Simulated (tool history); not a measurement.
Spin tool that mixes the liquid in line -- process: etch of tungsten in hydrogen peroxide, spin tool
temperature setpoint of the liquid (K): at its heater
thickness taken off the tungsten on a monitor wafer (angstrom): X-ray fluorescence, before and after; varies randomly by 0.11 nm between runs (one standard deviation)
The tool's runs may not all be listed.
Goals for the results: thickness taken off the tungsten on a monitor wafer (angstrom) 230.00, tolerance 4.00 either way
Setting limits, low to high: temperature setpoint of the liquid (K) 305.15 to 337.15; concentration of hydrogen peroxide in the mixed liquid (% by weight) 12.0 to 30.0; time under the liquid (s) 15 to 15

| run | hour | temperature setpoint of the liquid (K) | concentration of hydrogen peroxide in the mixed liquid (% by weight) | time under the liquid (s) | thickness taken off the tungsten on a monitor wafer (angstrom) |
|---|---|---|---|---|---|
| 1 | 0.0 | 321.15 | 23.0 | 15 | 328.16 |
| 2 | 8.2 | 320.15 | 23.0 | 15 | 309.15 |
| 3 | 13.1 | 320.15 | 21.0 | 15 | 295.11 |
| 4 | 18.7 | 320.15 | 21.0 | 15 | 294.44 |
| 5 | 24.4 | 319.65 | 21.0 | 15 | 288.99 |
| 6 | 31.6 | 319.65 | 21.0 | 15 | 286.99 |
| 7 | 38.4 | 319.15 | 21.0 | 15 | 276.67 |
| 8 | 40.9 | 318.65 | 21.0 | 15 | 270.88 |
| 9 | 44.7 | 318.15 | 21.0 | 15 | 261.02 |
| 10 | 52.9 | 317.65 | 21.0 | 15 | 253.92 |
| 11 | 59.1 | 317.15 | 21.0 | 15 | 244.38 |

Exercise: of the 5 proposed moves below, exactly one satisfies all targets within the stated allowed misses. Which move is it?
| A | 65.3 | 315.65 | 20.0 | 15 | ? |
| B | 65.3 | 319.15 | 19.5 | 15 | ? |
| C | 65.3 | 316.65 | 20.0 | 15 | ? |
| D | 65.3 | 315.65 | 20.5 | 15 | ? |
| E | 65.3 | 316.15 | 20.0 | 15 | ? |

| move | thickness taken off the tungsten on a monitor wafer (angstrom) |
|---|---|
| A | 217.60 |
| B | 268.21 |
| C | 231.95 |
| D | 220.31 |
| E | 224.67 |
A: takes the result that was furthest off past its target
B: its largest miss is bigger than the last run's
C: every result within its allowed miss
D: takes the result that was furthest off past its target
E: takes the result that was furthest off past its target
Go with C: it meets all targets.
